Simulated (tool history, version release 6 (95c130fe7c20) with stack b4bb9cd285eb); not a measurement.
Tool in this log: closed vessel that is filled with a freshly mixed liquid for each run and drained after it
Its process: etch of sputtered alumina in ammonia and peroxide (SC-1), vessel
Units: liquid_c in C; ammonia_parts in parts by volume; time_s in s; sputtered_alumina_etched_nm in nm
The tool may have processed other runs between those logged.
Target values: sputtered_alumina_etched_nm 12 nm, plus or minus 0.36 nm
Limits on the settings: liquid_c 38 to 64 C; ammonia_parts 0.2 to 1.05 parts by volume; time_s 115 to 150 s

run,hour,liquid_c,ammonia_parts,time_s,sputtered_alumina_etched_nm
1,0,48,0.55,150,6.9643
2,4.6,49,0.55,150,7.2695
3,9.6,49,0.55,150,7.3471
4,18.5,49,0.55,150,7.2664
5,25.9,50,0.55,150,7.6928
6,27.6,50,0.65,150,7.7869
7,30.3,51,0.65,150,8.3429
8,32.2,51.5,0.65,150,8.4538
9,38.4,52,0.65,150,8.8884
10,41.9,52.5,0.65,150,8.9487
11,48.4,53,0.65,150,9.0913
12,53.1,53.5,0.65,150,9.4205
13,53.8,54,0.65,150,9.7875
14,62.7,54.5,0.65,150,9.931
15,71.3,54.5,0.65,150,9.9697
16,74.1,55,0.65,150,10.316
17,77.3,55.5,0.65,150,10.557
18,78.9,56,0.65,150,10.787
19,81.8,57,0.65,150,11.346

Which one of the following 5 next-run settings gets every result inside its allowed miss? There is exactly one.
A,84.7,56,0.65,145,?
B,84.7,56.5,0.55,150,?
C,84.7,56,0.65,150,?
D,84.7,59,0.55,125,?
E,84.7,59,0.65,140,?

move,sputtered_alumina_etched_nm
A,10.491
B,10.968
C,10.853
D,10.412
E,11.847
A: lands further from the targets than the last run did
B: lands further from the targets than the last run did
C: lands further from the targets than the last run did
D: lands further from the targets than the last run did
E: in spec on every target
E meets every target.
